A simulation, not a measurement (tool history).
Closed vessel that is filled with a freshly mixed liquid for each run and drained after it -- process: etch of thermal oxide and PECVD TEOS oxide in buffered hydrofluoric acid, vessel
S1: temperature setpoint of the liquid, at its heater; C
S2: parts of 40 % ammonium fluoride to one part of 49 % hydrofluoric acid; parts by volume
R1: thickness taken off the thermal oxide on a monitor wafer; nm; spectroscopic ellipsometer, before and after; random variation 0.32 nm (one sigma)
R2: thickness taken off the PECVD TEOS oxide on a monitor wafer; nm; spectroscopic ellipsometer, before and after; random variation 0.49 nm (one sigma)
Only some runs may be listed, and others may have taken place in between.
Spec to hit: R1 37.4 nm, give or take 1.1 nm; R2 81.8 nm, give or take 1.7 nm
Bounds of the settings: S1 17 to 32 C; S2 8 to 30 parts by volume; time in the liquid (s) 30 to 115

run 1 hour=0 | S1=24 S2=21.5 time_in_the_liquid_(s)=60 | R1=32.87 R2=71.424
run 2 hour=3.8 | S1=24 S2=15.5 time_in_the_liquid_(s)=60 | R1=44.311 R2=96.285
run 3 hour=10.4 | S1=23 S2=15.5 time_in_the_liquid_(s)=60 | R1=41.195 R2=92.184
run 4 hour=15.4 | S1=23 S2=15.5 time_in_the_liquid_(s)=75 | R1=52.643 R2=114.83
run 5 hour=23 | S1=19.5 S2=15.5 time_in_the_liquid_(s)=75 | R1=42.812 R2=95.2
run 6 hour=24.3 | S1=19 S2=15.5 time_in_the_liquid_(s)=75 | R1=42.152 R2=90.976
run 7 hour=32.6 | S1=18.5 S2=15.5 time_in_the_liquid_(s)=75 | R1=40.44 R2=89.675
run 8 hour=33.5 | S1=17.5 S2=17 time_in_the_liquid_(s)=75 | R1=35.253 R2=77.513
run 9 hour=37.7 | S1=18 S2=17 time_in_the_liquid_(s)=75 | R1=36.684 R2=79.976

Pick the move, out of 4, that brings all results within their allowed miss; only one does.
run A hour=41.9 | S1=19.5 S2=10 time_in_the_liquid_(s)=40 | R1=? R2=?
run B hour=41.9 | S1=18.5 S2=29.5 time_in_the_liquid_(s)=110 | R1=? R2=?
run C hour=41.9 | S1=17.5 S2=19 time_in_the_liquid_(s)=85 | R1=? R2=?
run D hour=41.9 | S1=21 S2=23 time_in_the_liquid_(s)=85 | R1=? R2=?

move=A R1=35.36 R2=77.579
move=B R1=35.559 R2=78.016
move=C R1=35.731 R2=78.393
move=D R1=37.579 R2=82.447
A: lands further from the targets than the last run did
B: lands further from the targets than the last run did
C: lands further from the targets than the last run did
D: meets every target
Correct choice: D, which meets every target

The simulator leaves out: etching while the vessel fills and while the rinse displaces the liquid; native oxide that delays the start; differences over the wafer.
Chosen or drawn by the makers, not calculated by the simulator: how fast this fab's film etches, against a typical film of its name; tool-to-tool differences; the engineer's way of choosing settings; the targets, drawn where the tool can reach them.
